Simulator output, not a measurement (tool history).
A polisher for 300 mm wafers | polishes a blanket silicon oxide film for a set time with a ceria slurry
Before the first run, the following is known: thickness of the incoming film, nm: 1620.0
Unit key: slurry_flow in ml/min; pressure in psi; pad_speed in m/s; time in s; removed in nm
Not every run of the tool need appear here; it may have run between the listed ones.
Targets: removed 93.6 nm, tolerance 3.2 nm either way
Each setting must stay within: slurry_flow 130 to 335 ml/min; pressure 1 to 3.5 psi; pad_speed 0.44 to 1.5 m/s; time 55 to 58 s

{"run": 1, "hour": 0.0, "slurry_flow": 215, "pressure": 2.2, "pad_speed": 0.96, "time": 55, "removed": 164.54}
{"run": 2, "hour": 1.5, "slurry_flow": 215, "pressure": 1.9, "pad_speed": 0.96, "time": 55, "removed": 144.15}
{"run": 3, "hour": 8.3, "slurry_flow": 215, "pressure": 2.3, "pad_speed": 0.96, "time": 55, "removed": 177.56}
{"run": 4, "hour": 8.9, "slurry_flow": 215, "pressure": 2.3, "pad_speed": 0.82, "time": 55, "removed": 150.56}
{"run": 5, "hour": 12.5, "slurry_flow": 215, "pressure": 2.1, "pad_speed": 0.82, "time": 55, "removed": 140.21}
{"run": 6, "hour": 20.2, "slurry_flow": 260, "pressure": 2.1, "pad_speed": 0.82, "time": 55, "removed": 141.5}
{"run": 7, "hour": 23.9, "slurry_flow": 260, "pressure": 1.9, "pad_speed": 0.82, "time": 55, "removed": 128.24}
{"run": 8, "hour": 27.0, "slurry_flow": 260, "pressure": 1.8, "pad_speed": 0.82, "time": 55, "removed": 123.18}
{"run": 9, "hour": 35.4, "slurry_flow": 260, "pressure": 1.7, "pad_speed": 0.82, "time": 55, "removed": 113.79}
{"run": 10, "hour": 36.7, "slurry_flow": 260, "pressure": 1.6, "pad_speed": 0.82, "time": 55, "removed": 109.65}
{"run": 11, "hour": 39.5, "slurry_flow": 260, "pressure": 1.5, "pad_speed": 0.82, "time": 55, "removed": 103.79}

Below are 5 possible settings for the next run. Only one of them brings all results inside the allowed miss of their targets. Which is it?
{"run": "A", "hour": 42.3, "slurry_flow": 300, "pressure": 1.3, "pad_speed": 0.84, "time": 55, "removed": "?"}
{"run": "B", "hour": 42.3, "slurry_flow": 285, "pressure": 1.2, "pad_speed": 1.12, "time": 57, "removed": "?"}
{"run": "C", "hour": 42.3, "slurry_flow": 225, "pressure": 1.6, "pad_speed": 0.92, "time": 56, "removed": "?"}
{"run": "D", "hour": 42.3, "slurry_flow": 235, "pressure": 1.6, "pad_speed": 0.84, "time": 55, "removed": "?"}
{"run": "E", "hour": 42.3, "slurry_flow": 275, "pressure": 1.6, "pad_speed": 0.88, "time": 56, "removed": "?"}

move=A removed=92.803
move=B removed=117.55
move=C removed=121.44
move=D removed=109.79
move=E removed=118.91
A: every result lands within tolerance
B: further off than the last run
C: further off than the last run
D: further off than the last run
E: further off than the last run
Go with A: it meets all targets.
